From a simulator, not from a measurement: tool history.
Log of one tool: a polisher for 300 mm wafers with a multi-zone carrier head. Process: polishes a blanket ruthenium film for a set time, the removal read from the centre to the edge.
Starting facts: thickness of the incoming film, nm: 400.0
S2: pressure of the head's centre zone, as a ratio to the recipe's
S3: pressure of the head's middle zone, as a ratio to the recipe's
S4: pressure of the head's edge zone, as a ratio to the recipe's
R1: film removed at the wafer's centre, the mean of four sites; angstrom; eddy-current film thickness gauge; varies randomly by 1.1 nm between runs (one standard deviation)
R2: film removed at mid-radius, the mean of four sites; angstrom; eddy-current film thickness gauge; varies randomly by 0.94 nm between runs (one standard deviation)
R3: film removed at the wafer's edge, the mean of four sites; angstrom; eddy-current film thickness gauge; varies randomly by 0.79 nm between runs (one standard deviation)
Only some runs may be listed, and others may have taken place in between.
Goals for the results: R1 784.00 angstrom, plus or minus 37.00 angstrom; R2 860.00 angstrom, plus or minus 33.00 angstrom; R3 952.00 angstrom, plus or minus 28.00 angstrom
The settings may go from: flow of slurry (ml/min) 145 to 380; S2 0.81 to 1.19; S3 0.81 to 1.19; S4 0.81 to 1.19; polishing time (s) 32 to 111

Run 1, hour 0.0: flow of slurry (ml/min) 245, S2 1.00, S3 1.00, S4 1.00, polishing time (s) 71. Result: R1 1001.70 angstrom, R2 1025.00 angstrom, R3 1024.80 angstrom.
Run 2, hour 4.5: flow of slurry (ml/min) 245, S2 1.00, S3 1.00, S4 1.04, polishing time (s) 71. Result: R1 1018.50 angstrom, R2 1039.60 angstrom, R3 1055.70 angstrom.
Run 3, hour 9.8: flow of slurry (ml/min) 210, S2 1.00, S3 1.00, S4 1.04, polishing time (s) 71. Result: R1 997.98 angstrom, R2 1014.70 angstrom, R3 1039.20 angstrom.
Run 4, hour 18.2: flow of slurry (ml/min) 200, S2 0.95, S3 0.97, S4 1.02, polishing time (s) 70. Result: R1 943.33 angstrom, R2 971.73 angstrom, R3 1011.30 angstrom.
Run 5, hour 20.0: flow of slurry (ml/min) 200, S2 0.95, S3 0.97, S4 1.02, polishing time (s) 87. Result: R1 1153.80 angstrom, R2 1230.90 angstrom, R3 1233.10 angstrom.
Run 6, hour 20.6: flow of slurry (ml/min) 200, S2 0.95, S3 0.97, S4 1.09, polishing time (s) 87. Result: R1 1145.50 angstrom, R2 1213.80 angstrom, R3 1294.80 angstrom.
Run 7, hour 24.3: flow of slurry (ml/min) 195, S2 0.91, S3 0.95, S4 1.07, polishing time (s) 80. Result: R1 1019.30 angstrom, R2 1093.10 angstrom, R3 1182.30 angstrom.
Run 8, hour 28.5: flow of slurry (ml/min) 190, S2 0.88, S3 0.94, S4 1.05, polishing time (s) 75. Result: R1 919.60 angstrom, R2 1022.10 angstrom, R3 1089.20 angstrom.
Run 9, hour 34.3: flow of slurry (ml/min) 185, S2 0.86, S3 0.92, S4 1.04, polishing time (s) 72. Result: R1 888.42 angstrom, R2 966.33 angstrom, R3 1040.30 angstrom.
Run 10, hour 40.0: flow of slurry (ml/min) 180, S2 0.85, S3 0.91, S4 1.04, polishing time (s) 70. Result: R1 827.23 angstrom, R2 925.67 angstrom, R3 1015.10 angstrom.
Run 11, hour 48.9: flow of slurry (ml/min) 175, S2 0.85, S3 0.90, S4 1.02, polishing time (s) 69. Result: R1 807.43 angstrom, R2 894.88 angstrom, R3 993.84 angstrom.
Run 12, hour 50.4: flow of slurry (ml/min) 175, S2 0.85, S3 0.90, S4 1.00, polishing time (s) 69. Result: R1 811.52 angstrom, R2 895.76 angstrom, R3 981.69 angstrom.

Which single option among these 5 for the next run brings every result within its allowed miss of target? Just one does.
Run A, hour 51.9: flow of slurry (ml/min) 170, S2 0.81, S3 0.92, S4 1.06, polishing time (s) 71. Result: R1 ?, R2 ?, R3 ?.
Run B, hour 51.9: flow of slurry (ml/min) 150, S2 0.82, S3 0.94, S4 1.01, polishing time (s) 72. Result: R1 ?, R2 ?, R3 ?.
Run C, hour 51.9: flow of slurry (ml/min) 165, S2 0.82, S3 0.83, S4 1.11, polishing time (s) 70. Result: R1 ?, R2 ?, R3 ?.
Run D, hour 51.9: flow of slurry (ml/min) 200, S2 0.85, S3 0.90, S4 1.03, polishing time (s) 65. Result: R1 ?, R2 ?, R3 ?.
Run E, hour 51.9: flow of slurry (ml/min) 195, S2 0.81, S3 1.01, S4 0.91, polishing time (s) 69. Result: R1 ?, R2 ?, R3 ?.

move      R1      R2       R3
   A  797.85  930.87  1043.60
   B  809.94  949.54  1025.50
   C  793.80  848.72  1052.30
   D  778.05  849.30   951.41
   E  785.48  981.58   949.51
A: misses by more than the last run did
B: misses by more than the last run did
C: gets the furthest-off result to its target, but another result is out of tolerance
D: each result inside its tolerance
E: misses by more than the last run did
D is the move that brings every result within its allowed miss.
